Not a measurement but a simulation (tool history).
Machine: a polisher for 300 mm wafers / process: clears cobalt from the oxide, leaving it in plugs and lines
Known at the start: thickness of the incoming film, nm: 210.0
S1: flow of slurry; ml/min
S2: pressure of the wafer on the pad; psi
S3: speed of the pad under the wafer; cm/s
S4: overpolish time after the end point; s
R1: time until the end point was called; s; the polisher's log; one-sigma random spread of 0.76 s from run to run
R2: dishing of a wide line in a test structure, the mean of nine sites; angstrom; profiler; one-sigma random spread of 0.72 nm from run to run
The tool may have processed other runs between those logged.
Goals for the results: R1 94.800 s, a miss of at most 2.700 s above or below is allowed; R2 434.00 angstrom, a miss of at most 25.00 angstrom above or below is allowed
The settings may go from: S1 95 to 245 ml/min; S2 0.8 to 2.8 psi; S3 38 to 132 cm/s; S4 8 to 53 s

| run | hour | S1 | S2 | S3 | S4 | R1 | R2 |
|---|---|---|---|---|---|---|---|
| 1 | 0.0 | 155 | 1.8 | 84 | 27 | 72.189 | 432.13 |
| 2 | 6.2 | 155 | 2.2 | 84 | 27 | 59.068 | 456.03 |
| 3 | 15.2 | 155 | 2.2 | 70 | 27 | 68.121 | 435.19 |
| 4 | 16.8 | 150 | 2.1 | 70 | 28 | 71.020 | 434.66 |
| 5 | 23.7 | 125 | 2.1 | 70 | 28 | 74.141 | 432.64 |
| 6 | 25.8 | 125 | 2.1 | 70 | 38 | 75.094 | 485.93 |
| 7 | 27.3 | 125 | 2.0 | 70 | 38 | 77.597 | 457.84 |
| 8 | 34.6 | 125 | 1.9 | 70 | 39 | 82.148 | 466.42 |
| 9 | 40.4 | 120 | 1.8 | 70 | 38 | 86.605 | 459.11 |
| 10 | 45.9 | 115 | 1.7 | 70 | 36 | 90.137 | 422.06 |
| 11 | 53.7 | 110 | 1.6 | 70 | 40 | 98.774 | 452.32 |
|  | 55.8 | worn pad replaced by a new one |
| 12 | 55.8 | 110 | 1.6 | 70 | 40 | 91.905 | 463.31 |
| 13 | 58.8 | 110 | 1.6 | 70 | 39 | 90.695 | 443.44 |

4 next moves are on the table. One of them brings every result within its allowed miss. Which?
| A | 61.8 | 95 | 1.7 | 70 | 26 | ? | ? |
| B | 61.8 | 110 | 1.7 | 74 | 38 | ? | ? |
| C | 61.8 | 115 | 1.7 | 60 | 37 | ? | ? |
| D | 61.8 | 95 | 1.7 | 70 | 27 | ? | ? |

| move | R1 | R2 |
|---|---|---|
| A | 91.139 | 376.17 |
| B | 83.795 | 462.83 |
| C | 96.186 | 435.10 |
| D | 91.139 | 383.79 |
A: misses by more than the last run did
B: misses by more than the last run did
C: hits every target within its allowed miss
D: misses by more than the last run did
The move that meets every target is C.

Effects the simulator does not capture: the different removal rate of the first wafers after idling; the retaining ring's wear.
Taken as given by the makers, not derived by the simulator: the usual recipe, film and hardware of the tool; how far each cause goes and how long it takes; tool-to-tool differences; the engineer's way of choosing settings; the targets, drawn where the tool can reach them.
